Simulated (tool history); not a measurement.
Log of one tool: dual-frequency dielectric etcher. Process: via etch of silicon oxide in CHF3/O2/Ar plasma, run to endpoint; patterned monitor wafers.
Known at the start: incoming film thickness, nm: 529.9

run  hour  source power (kW)  bias power (kW)  endpoint time (s)
  1   0.0              0.490            0.224             286.20
  2   1.0              0.490            0.209             292.63
  3   5.3              0.520            0.216             285.12
  4   8.3              0.550            0.226             272.97
  5  13.1              0.570            0.229             267.13
  6  14.6              0.590            0.231             261.43
  7  23.1              0.600            0.233             261.78

The next listed run, before its measurement:
  8  31.6              0.610            0.236                  ?

endpoint time (s): 258.14
